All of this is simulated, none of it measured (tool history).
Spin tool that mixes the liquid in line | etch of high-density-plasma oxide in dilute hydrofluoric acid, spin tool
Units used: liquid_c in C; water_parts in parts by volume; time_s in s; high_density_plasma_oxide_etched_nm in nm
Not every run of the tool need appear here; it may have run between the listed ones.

| run | day | liquid_c | water_parts | time_s | high_density_plasma_oxide_etched_nm |
|---|---|---|---|---|---|
| 1 | 0.000 | 21.0 | 115 | 260 | 15.971 |
| 2 | 0.333 | 21.0 | 115 | 280 | 17.034 |
| 3 | 0.367 | 19.0 | 115 | 280 | 15.939 |
| 4 | 0.512 | 19.0 | 115 | 280 | 15.778 |
| 5 | 0.842 | 18.5 | 120 | 280 | 14.695 |
| 6 | 1.167 | 18.5 | 120 | 280 | 14.762 |
| 7 | 1.429 | 18.0 | 120 | 280 | 14.177 |

Forecast run 8:
| 8 | 1.492 | 17.5 | 120 | 280 | ? |

{"run 8": {"high_density_plasma_oxide_etched_nm": 14.328}}

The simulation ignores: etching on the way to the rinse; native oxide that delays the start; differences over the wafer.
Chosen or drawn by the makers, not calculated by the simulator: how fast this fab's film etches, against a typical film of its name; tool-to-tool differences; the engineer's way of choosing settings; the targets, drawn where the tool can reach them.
